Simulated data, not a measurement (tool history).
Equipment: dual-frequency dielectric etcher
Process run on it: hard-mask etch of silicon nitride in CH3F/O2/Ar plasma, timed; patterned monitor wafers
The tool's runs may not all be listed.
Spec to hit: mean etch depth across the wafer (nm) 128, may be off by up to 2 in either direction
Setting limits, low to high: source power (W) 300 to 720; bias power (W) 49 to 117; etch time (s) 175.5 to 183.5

| run | day | source power (W) | bias power (W) | etch time (s) | mean etch depth across the wafer (nm) |
|---|---|---|---|---|---|
| 1 | 0 | 510 | 83 | 175.5 | 160.03 |
| 2 | 0.133 | 450 | 78 | 175.5 | 145.75 |
| 3 | 0.233 | 420 | 78 | 175.5 | 139.49 |
| 4 | 0.525 | 420 | 93 | 175.5 | 150.17 |
| 5 | 0.862 | 390 | 91 | 175.5 | 141.27 |
| 6 | 1.138 | 370 | 91 | 175.5 | 136.95 |
| 7 | 1.183 | 360 | 91 | 175.5 | 133.23 |
| 8 | 1.317 | 350 | 91 | 175.5 | 131.77 |

Exactly one of the 5 candidate moves below puts every result within its allowed miss. Which one?
| A | 1.45 | 360 | 74 | 181 | ? |
| B | 1.45 | 320 | 104 | 177.5 | ? |
| C | 1.45 | 360 | 86 | 178 | ? |
| D | 1.45 | 340 | 90 | 180 | ? |
| E | 1.45 | 330 | 100 | 178 | ? |

| move | mean etch depth across the wafer (nm) |
|---|---|
| A | 128.62 |
| B | 133.44 |
| C | 134.59 |
| D | 133.18 |
| E | 134.69 |
A: meets every target
B: lands further from the targets than the last run did
C: lands further from the targets than the last run did
D: lands further from the targets than the last run did
E: lands further from the targets than the last run did
Go with A: it meets all targets.
